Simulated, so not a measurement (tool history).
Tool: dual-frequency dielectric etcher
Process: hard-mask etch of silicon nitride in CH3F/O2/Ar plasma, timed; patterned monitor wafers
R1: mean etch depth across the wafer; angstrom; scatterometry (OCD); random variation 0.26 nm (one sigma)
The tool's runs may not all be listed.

run 1 hour=0 | source_power_(kW)=0.39 bias_power_(kW)=0.057 etch_time_(s)=135 | R1=924.3
run 2 hour=5 | source_power_(kW)=0.39 bias_power_(kW)=0.066 etch_time_(s)=135 | R1=970.6
run 3 hour=11.8 | source_power_(kW)=0.39 bias_power_(kW)=0.066 etch_time_(s)=123.5 | R1=876.82
run 4 hour=15.7 | source_power_(kW)=0.35 bias_power_(kW)=0.065 etch_time_(s)=123.5 | R1=822.49
run 5 hour=22.3 | source_power_(kW)=0.35 bias_power_(kW)=0.069 etch_time_(s)=123.5 | R1=839.64
run 6 hour=23.9 | source_power_(kW)=0.35 bias_power_(kW)=0.069 etch_time_(s)=123.5 | R1=835.92

Run 7 comes next. What will it give?
run 7 hour=32 | source_power_(kW)=0.34 bias_power_(kW)=0.069 etch_time_(s)=123.5 | R1=?

{"run 7": {"R1": 828.1}}

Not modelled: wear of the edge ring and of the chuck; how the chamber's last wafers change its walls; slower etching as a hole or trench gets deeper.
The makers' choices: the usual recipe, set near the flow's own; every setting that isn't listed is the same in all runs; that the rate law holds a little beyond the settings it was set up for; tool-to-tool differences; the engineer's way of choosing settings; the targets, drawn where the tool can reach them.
